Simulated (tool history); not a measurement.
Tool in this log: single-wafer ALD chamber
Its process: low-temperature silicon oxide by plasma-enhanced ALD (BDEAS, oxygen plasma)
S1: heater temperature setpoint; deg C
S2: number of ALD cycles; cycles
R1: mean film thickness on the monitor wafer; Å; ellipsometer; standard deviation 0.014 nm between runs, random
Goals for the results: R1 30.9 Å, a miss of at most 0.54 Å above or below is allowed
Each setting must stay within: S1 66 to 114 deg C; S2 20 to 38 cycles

run,hour,S1,S2,R1
1,0,90,29,41.602
2,4.2,82,29,42.606
3,9.3,85,27,38.999
4,10.3,91,27,38.257
5,13.7,94,26,36.449
6,20.2,85,26,37.816
7,29.1,88,25,36.151
8,34.4,91,25,35.981
9,36.9,93,24,33.968
10,43.4,96,24,33.579
11,45.8,108,22,29.779
# hour 53.5: thermocouple changed; heater temperature recalibrated
12,53.5,107,22,29.316
13,55.7,107,22,29.356
14,63.3,106,22,29.258
15,65.4,105,22,29.527
16,70.1,104,22,29.279
17,72.2,102,22,29.83
18,73,101,22,29.63
19,79.9,100,22,29.668
20,81.9,99,22,29.967
21,86.3,98,22,29.981
22,88.3,92,23,32.201
23,95.4,92,23,32.258
24,103.1,101,22,29.381
25,106.2,100,22,29.919

Below are 5 possible settings for the next run. Only one of them brings all results inside the allowed miss of their targets. Which is it?
A,109.3,104,22,?
B,109.3,105,23,?
C,109.3,99,22,?
D,109.3,101,22,?
E,109.3,103,22,?

move,R1
A,29.629
B,30.915
C,29.935
D,29.804
E,29.687
A: the biggest miss grows against the last run
B: each result inside its tolerance
C: roughly where the last run was
D: the biggest miss grows against the last run
E: the biggest miss grows against the last run
Go with B: it meets all targets.
